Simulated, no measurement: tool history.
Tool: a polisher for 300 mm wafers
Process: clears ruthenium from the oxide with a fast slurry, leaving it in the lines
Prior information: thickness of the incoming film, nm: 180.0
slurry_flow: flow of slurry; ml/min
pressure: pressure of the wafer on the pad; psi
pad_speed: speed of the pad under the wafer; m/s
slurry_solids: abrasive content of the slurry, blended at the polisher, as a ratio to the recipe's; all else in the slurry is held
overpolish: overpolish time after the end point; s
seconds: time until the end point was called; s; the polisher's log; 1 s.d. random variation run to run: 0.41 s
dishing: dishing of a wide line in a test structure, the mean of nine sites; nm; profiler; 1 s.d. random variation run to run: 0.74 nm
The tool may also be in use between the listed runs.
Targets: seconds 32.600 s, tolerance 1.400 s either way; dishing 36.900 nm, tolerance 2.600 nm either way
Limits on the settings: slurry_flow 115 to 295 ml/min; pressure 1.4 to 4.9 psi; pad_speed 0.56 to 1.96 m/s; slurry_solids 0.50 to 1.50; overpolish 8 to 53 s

Run 1, hour 0.0: slurry_flow 190 ml/min, pressure 3.1 psi, pad_speed 1.26 m/s, slurry_solids 1.00, overpolish 27 s. Result: seconds 31.320 s, dishing 60.552 nm.
Run 2, hour 0.6: slurry_flow 190 ml/min, pressure 3.0 psi, pad_speed 1.26 m/s, slurry_solids 1.00, overpolish 22 s. Result: seconds 31.766 s, dishing 52.974 nm.
Run 3, hour 9.6: slurry_flow 190 ml/min, pressure 2.5 psi, pad_speed 1.26 m/s, slurry_solids 1.00, overpolish 22 s. Result: seconds 36.674 s, dishing 51.724 nm.
Run 4, hour 13.8: slurry_flow 190 ml/min, pressure 2.6 psi, pad_speed 1.26 m/s, slurry_solids 1.00, overpolish 18 s. Result: seconds 34.622 s, dishing 45.267 nm.
Run 5, hour 19.5: slurry_flow 190 ml/min, pressure 2.6 psi, pad_speed 1.26 m/s, slurry_solids 1.00, overpolish 16 s. Result: seconds 35.913 s, dishing 44.389 nm.
Run 6, hour 20.2: slurry_flow 190 ml/min, pressure 2.6 psi, pad_speed 1.26 m/s, slurry_solids 1.00, overpolish 8 s. Result: seconds 36.144 s, dishing 27.598 nm.
Run 7, hour 24.5: slurry_flow 190 ml/min, pressure 2.6 psi, pad_speed 1.28 m/s, slurry_solids 1.00, overpolish 10 s. Result: seconds 35.293 s, dishing 32.787 nm.
Run 8, hour 33.1: slurry_flow 190 ml/min, pressure 2.7 psi, pad_speed 1.28 m/s, slurry_solids 1.00, overpolish 11 s. Result: seconds 34.623 s, dishing 35.545 nm.

5 candidate next runs follow, results not yet known. Just one meets every target within its allowed miss. Identify it.
Run A, hour 41.7: slurry_flow 190 ml/min, pressure 2.7 psi, pad_speed 1.16 m/s, slurry_solids 1.15, overpolish 12 s. Result: seconds ?, dishing ?.
Run B, hour 41.7: slurry_flow 185 ml/min, pressure 3.3 psi, pad_speed 1.26 m/s, slurry_solids 0.75, overpolish 11 s. Result: seconds ?, dishing ?.
Run C, hour 41.7: slurry_flow 175 ml/min, pressure 3.3 psi, pad_speed 1.02 m/s, slurry_solids 1.00, overpolish 11 s. Result: seconds ?, dishing ?.
Run D, hour 41.7: slurry_flow 185 ml/min, pressure 2.5 psi, pad_speed 1.30 m/s, slurry_solids 0.85, overpolish 13 s. Result: seconds ?, dishing ?.
Run E, hour 41.7: slurry_flow 190 ml/min, pressure 2.4 psi, pad_speed 1.24 m/s, slurry_solids 1.05, overpolish 13 s. Result: seconds ?, dishing ?.

move  seconds  dishing
   A   36.059   37.938
   B   32.874   38.075
   C   36.799   35.297
   D   38.193   38.502
   E   38.240   38.471
A: moves away from the targets compared with the last run
B: in spec on every target
C: moves away from the targets compared with the last run
D: moves away from the targets compared with the last run
E: moves away from the targets compared with the last run
B meets every target.
